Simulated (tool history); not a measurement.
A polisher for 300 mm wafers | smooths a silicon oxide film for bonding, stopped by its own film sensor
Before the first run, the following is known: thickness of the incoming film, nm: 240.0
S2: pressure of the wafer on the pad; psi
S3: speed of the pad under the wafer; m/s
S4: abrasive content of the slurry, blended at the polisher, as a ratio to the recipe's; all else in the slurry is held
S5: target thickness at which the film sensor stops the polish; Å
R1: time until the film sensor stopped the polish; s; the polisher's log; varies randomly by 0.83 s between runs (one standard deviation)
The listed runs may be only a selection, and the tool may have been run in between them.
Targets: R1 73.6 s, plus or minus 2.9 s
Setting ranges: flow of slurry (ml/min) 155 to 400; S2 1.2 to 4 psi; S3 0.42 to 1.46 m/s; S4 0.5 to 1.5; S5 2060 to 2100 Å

Run 1, hour 0: flow of slurry (ml/min) 255, S2 2.6 psi, S3 0.94 m/s, S4 1, S5 2060 Å. Result: R1 46.753 s.
Run 2, hour 4.4: flow of slurry (ml/min) 255, S2 2.3 psi, S3 0.94 m/s, S4 1, S5 2060 Å. Result: R1 51.522 s.
Run 3, hour 10.5: flow of slurry (ml/min) 290, S2 2.3 psi, S3 0.94 m/s, S4 1, S5 2060 Å. Result: R1 51.344 s.
Run 4, hour 11.7: flow of slurry (ml/min) 290, S2 2 psi, S3 0.94 m/s, S4 1, S5 2060 Å. Result: R1 59.569 s.
Run 5, hour 13.7: flow of slurry (ml/min) 290, S2 2 psi, S3 0.94 m/s, S4 1, S5 2100 Å. Result: R1 51.157 s.
Run 6, hour 15.1: flow of slurry (ml/min) 290, S2 2.6 psi, S3 0.94 m/s, S4 1, S5 2100 Å. Result: R1 40.355 s.
Run 7, hour 17.3: flow of slurry (ml/min) 285, S2 2.2 psi, S3 0.94 m/s, S4 1, S5 2100 Å. Result: R1 46.998 s.
Run 8, hour 25: flow of slurry (ml/min) 285, S2 1.9 psi, S3 0.92 m/s, S4 1, S5 2100 Å. Result: R1 55.233 s.
Run 9, hour 30.4: flow of slurry (ml/min) 285, S2 1.7 psi, S3 0.92 m/s, S4 1, S5 2100 Å. Result: R1 61.176 s.
Run 10, hour 31.5: flow of slurry (ml/min) 280, S2 1.6 psi, S3 0.92 m/s, S4 1, S5 2100 Å. Result: R1 66.208 s.
Run 11, hour 33.9: flow of slurry (ml/min) 265, S2 1.6 psi, S3 0.92 m/s, S4 1, S5 2100 Å. Result: R1 65.127 s.
Run 12, hour 37.6: flow of slurry (ml/min) 260, S2 1.5 psi, S3 0.92 m/s, S4 1, S5 2100 Å. Result: R1 68.366 s.
Run 13, hour 46.3: flow of slurry (ml/min) 255, S2 1.3 psi, S3 0.92 m/s, S4 1, S5 2100 Å. Result: R1 80.411 s.
Run 14, hour 53.2: flow of slurry (ml/min) 265, S2 1.3 psi, S3 0.92 m/s, S4 1, S5 2100 Å. Result: R1 79.489 s.
Run 15, hour 57.3: flow of slurry (ml/min) 275, S2 1.3 psi, S3 0.92 m/s, S4 1, S5 2100 Å. Result: R1 80.155 s.

Which single option among these 5 for the next run brings every result within its allowed miss of target? Just one does.
Run A, hour 61.4: flow of slurry (ml/min) 230, S2 1.4 psi, S3 0.98 m/s, S4 0.95, S5 2100 Å. Result: R1 ?.
Run B, hour 61.4: flow of slurry (ml/min) 270, S2 1.2 psi, S3 1.08 m/s, S4 1, S5 2080 Å. Result: R1 ?.
Run C, hour 61.4: flow of slurry (ml/min) 210, S2 1.4 psi, S3 0.98 m/s, S4 1.1, S5 2060 Å. Result: R1 ?.
Run D, hour 61.4: flow of slurry (ml/min) 285, S2 1.5 psi, S3 0.88 m/s, S4 1.1, S5 2060 Å. Result: R1 ?.
Run E, hour 61.4: flow of slurry (ml/min) 295, S2 1.2 psi, S3 0.84 m/s, S4 1.15, S5 2100 Å. Result: R1 ?.

move      R1
   A  72.903
   B  80.118
   C  78.208
   D  77.619
   E  85.891
A: all results land within tolerance of their targets
B: about the same distance from the targets as the last run
C: closes in on the targets versus the last run, not all within tolerance yet
D: closes in on the targets versus the last run, not all within tolerance yet
E: further off than the last run
Move A is the one to make.

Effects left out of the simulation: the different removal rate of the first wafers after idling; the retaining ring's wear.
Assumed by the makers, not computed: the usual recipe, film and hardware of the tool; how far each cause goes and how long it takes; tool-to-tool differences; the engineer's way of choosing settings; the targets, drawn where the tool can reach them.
